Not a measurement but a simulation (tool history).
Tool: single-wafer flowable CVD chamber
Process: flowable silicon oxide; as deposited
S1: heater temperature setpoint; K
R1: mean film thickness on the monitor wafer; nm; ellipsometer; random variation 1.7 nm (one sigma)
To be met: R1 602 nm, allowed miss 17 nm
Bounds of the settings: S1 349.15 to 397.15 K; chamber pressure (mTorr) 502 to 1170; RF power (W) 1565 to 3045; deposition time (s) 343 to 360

Run 1, hour 0: S1 373.15 K, chamber pressure (mTorr) 836, RF power (W) 2305, deposition time (s) 360. Result: R1 260.81 nm.
Run 2, hour 4: S1 367.15 K, chamber pressure (mTorr) 844, RF power (W) 2305, deposition time (s) 360. Result: R1 310.7 nm.
Run 3, hour 12.2: S1 359.15 K, chamber pressure (mTorr) 844, RF power (W) 2305, deposition time (s) 360. Result: R1 390.4 nm.
Run 4, hour 17.1: S1 357.15 K, chamber pressure (mTorr) 868, RF power (W) 2310, deposition time (s) 360. Result: R1 421.07 nm.
Run 5, hour 26.1: S1 355.15 K, chamber pressure (mTorr) 893, RF power (W) 2315, deposition time (s) 360. Result: R1 457.52 nm.
Run 6, hour 32.1: S1 354.15 K, chamber pressure (mTorr) 915, RF power (W) 2320, deposition time (s) 360. Result: R1 480.51 nm.
Run 7, hour 34: S1 353.15 K, chamber pressure (mTorr) 934, RF power (W) 2325, deposition time (s) 360. Result: R1 504.9 nm.
Run 8, hour 38.4: S1 352.15 K, chamber pressure (mTorr) 948, RF power (W) 2330, deposition time (s) 360. Result: R1 529.6 nm.
Run 9, hour 42.9: S1 351.15 K, chamber pressure (mTorr) 958, RF power (W) 2330, deposition time (s) 360. Result: R1 544.33 nm.
Run 10, hour 45.9: S1 351.15 K, chamber pressure (mTorr) 969, RF power (W) 2330, deposition time (s) 360. Result: R1 554.15 nm.
Run 11, hour 53.6: S1 351.15 K, chamber pressure (mTorr) 969, RF power (W) 2330, deposition time (s) 360. Result: R1 548.16 nm.
Run 12, hour 55.1: S1 351.15 K, chamber pressure (mTorr) 969, RF power (W) 2330, deposition time (s) 360. Result: R1 549.26 nm.

Which of these 4 next moves meets every target?
Run A, hour 56.6: S1 351.15 K, chamber pressure (mTorr) 911, RF power (W) 2190, deposition time (s) 354. Result: R1 ?.
Run B, hour 56.6: S1 353.15 K, chamber pressure (mTorr) 1028, RF power (W) 2350, deposition time (s) 360. Result: R1 ?.
Run C, hour 56.6: S1 358.15 K, chamber pressure (mTorr) 1098, RF power (W) 2575, deposition time (s) 343. Result: R1 ?.
Run D, hour 56.6: S1 351.15 K, chamber pressure (mTorr) 1085, RF power (W) 2470, deposition time (s) 352. Result: R1 ?.

move      R1
   A  506.08
   B  554.94
   C  501.82
   D  608.84
A: further off than the last run
B: nearer than the last run, and not there yet
C: further off than the last run
D: meets every target
The right move is D.

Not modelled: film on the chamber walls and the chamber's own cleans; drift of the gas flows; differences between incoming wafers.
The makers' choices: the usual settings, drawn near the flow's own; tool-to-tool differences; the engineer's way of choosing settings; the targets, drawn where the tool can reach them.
